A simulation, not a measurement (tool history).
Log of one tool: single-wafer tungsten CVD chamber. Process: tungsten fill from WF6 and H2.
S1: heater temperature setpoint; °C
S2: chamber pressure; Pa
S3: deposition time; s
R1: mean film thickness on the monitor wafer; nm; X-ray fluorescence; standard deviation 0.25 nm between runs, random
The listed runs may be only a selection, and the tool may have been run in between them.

{"run": 1, "day": 0.0, "S1": 370, "S2": 5640, "S3": 20.6, "R1": 39.572}
{"run": 2, "day": 0.05, "S1": 381, "S2": 5640, "S3": 20.6, "R1": 48.409}
{"run": 3, "day": 0.338, "S1": 381, "S2": 5640, "S3": 19.6, "R1": 45.958}
{"run": 4, "day": 0.662, "S1": 388, "S2": 5640, "S3": 19.6, "R1": 52.024}
{"run": 5, "day": 0.712, "S1": 388, "S2": 6519, "S3": 19.6, "R1": 55.79}
{"run": 6, "day": 0.804, "S1": 388, "S2": 6519, "S3": 20.6, "R1": 58.73}
{"run": 7, "day": 0.867, "S1": 388, "S2": 6519, "S3": 20.6, "R1": 58.13}
{"run": 8, "day": 1.004, "S1": 387, "S2": 6519, "S3": 20.6, "R1": 57.403}
{"run": 9, "day": 1.062, "S1": 386, "S2": 6519, "S3": 20.6, "R1": 56.305}
{"run": 10, "day": 1.246, "S1": 385, "S2": 6519, "S3": 20.6, "R1": 55.27}

Predict the results of run 11:
{"run": 11, "day": 1.438, "S1": 384, "S2": 6519, "S3": 20.6, "R1": "?"}

R1: 54.564 nm
